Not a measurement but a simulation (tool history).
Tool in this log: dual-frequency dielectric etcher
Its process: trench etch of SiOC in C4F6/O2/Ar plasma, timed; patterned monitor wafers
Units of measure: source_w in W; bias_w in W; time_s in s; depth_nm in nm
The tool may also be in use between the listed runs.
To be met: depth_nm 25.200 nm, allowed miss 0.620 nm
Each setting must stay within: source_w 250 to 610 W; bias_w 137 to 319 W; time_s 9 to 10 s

run 1 day=0.000 | source_w=430 bias_w=228 time_s=10 | depth_nm=27.966
run 2 day=0.233 | source_w=430 bias_w=253 time_s=10 | depth_nm=28.674
run 3 day=0.492 | source_w=420 bias_w=251 time_s=10 | depth_nm=28.485
run 4 day=0.588 | source_w=420 bias_w=266 time_s=10 | depth_nm=28.769
run 5 day=0.879 | source_w=420 bias_w=242 time_s=10 | depth_nm=27.952
run 6 day=1.162 | source_w=420 bias_w=260 time_s=10 | depth_nm=28.730
run 7 day=1.371 | source_w=330 bias_w=238 time_s=10 | depth_nm=26.266
run 8 day=1.679 | source_w=330 bias_w=237 time_s=10 | depth_nm=26.216
run 9 day=1.717 | source_w=330 bias_w=236 time_s=10 | depth_nm=26.187
run 10 day=1.892 | source_w=330 bias_w=235 time_s=10 | depth_nm=26.178
run 11 day=1.942 | source_w=330 bias_w=234 time_s=10 | depth_nm=26.067
run 12 day=2.021 | source_w=330 bias_w=233 time_s=10 | depth_nm=25.893
run 13 day=2.288 | source_w=330 bias_w=232 time_s=10 | depth_nm=26.122

Which single option among these 4 for the next run brings every result within its allowed miss of target? Just one does.
run A day=2.554 | source_w=330 bias_w=229 time_s=9 | depth_nm=?
run B day=2.554 | source_w=340 bias_w=234 time_s=10 | depth_nm=?
run C day=2.554 | source_w=370 bias_w=240 time_s=10 | depth_nm=?
run D day=2.554 | source_w=250 bias_w=277 time_s=10 | depth_nm=?

move=A depth_nm=23.320
move=B depth_nm=26.247
move=C depth_nm=27.010
move=D depth_nm=25.307
A: the result that was furthest off in the last run now lies on the other side of its target
B: misses by more than the last run did
C: misses by more than the last run did
D: all results in spec
Correct choice: D, which meets every target
